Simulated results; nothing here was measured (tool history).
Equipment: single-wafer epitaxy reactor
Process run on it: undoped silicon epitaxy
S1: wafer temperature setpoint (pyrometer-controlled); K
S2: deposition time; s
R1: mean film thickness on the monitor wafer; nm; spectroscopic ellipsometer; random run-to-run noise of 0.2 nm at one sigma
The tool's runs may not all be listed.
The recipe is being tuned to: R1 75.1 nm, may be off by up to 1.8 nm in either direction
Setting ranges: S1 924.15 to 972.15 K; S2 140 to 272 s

run 1 hour=0 | S1=948.15 S2=206 | R1=60.098
run 2 hour=2.7 | S1=952.15 S2=206 | R1=64.623
run 3 hour=5.5 | S1=954.15 S2=206 | R1=67.071
run 4 hour=9.7 | S1=950.15 S2=206 | R1=62.116
run 5 hour=16.8 | S1=952.15 S2=206 | R1=64.815
run 6 hour=17.4 | S1=952.15 S2=180 | R1=56.351
run 7 hour=26.1 | S1=955.15 S2=180 | R1=59.427
run 8 hour=32.6 | S1=955.15 S2=180 | R1=59.482
run 9 hour=36.1 | S1=955.15 S2=180 | R1=59.957
run 10 hour=41.3 | S1=958.15 S2=180 | R1=63.137
run 11 hour=48.1 | S1=960.15 S2=180 | R1=65.255
run 12 hour=54.5 | S1=962.15 S2=180 | R1=67.682
run 13 hour=63.1 | S1=963.15 S2=180 | R1=68.993
run 14 hour=64.7 | S1=964.15 S2=180 | R1=70.374
run 15 hour=70.9 | S1=965.15 S2=180 | R1=71.816
-- hour=75.3 pyrometer calibrated
run 16 hour=75.3 | S1=966.15 S2=180 | R1=76.887

Below are 5 possible settings for the next run. Only one of them brings all results inside the allowed miss of their targets. Which is it?
run A hour=79.7 | S1=972.15 S2=164 | R1=?
run B hour=79.7 | S1=962.15 S2=197 | R1=?
run C hour=79.7 | S1=965.15 S2=195 | R1=?
run D hour=79.7 | S1=972.15 S2=165 | R1=?
run E hour=79.7 | S1=963.15 S2=185 | R1=?

move=A R1=78.065
move=B R1=78.558
move=C R1=82.031
move=D R1=78.541
move=E R1=75.102
A: moves away from the targets compared with the last run
B: moves away from the targets compared with the last run
C: moves away from the targets compared with the last run
D: moves away from the targets compared with the last run
E: all results in spec
The move that meets every target is E.

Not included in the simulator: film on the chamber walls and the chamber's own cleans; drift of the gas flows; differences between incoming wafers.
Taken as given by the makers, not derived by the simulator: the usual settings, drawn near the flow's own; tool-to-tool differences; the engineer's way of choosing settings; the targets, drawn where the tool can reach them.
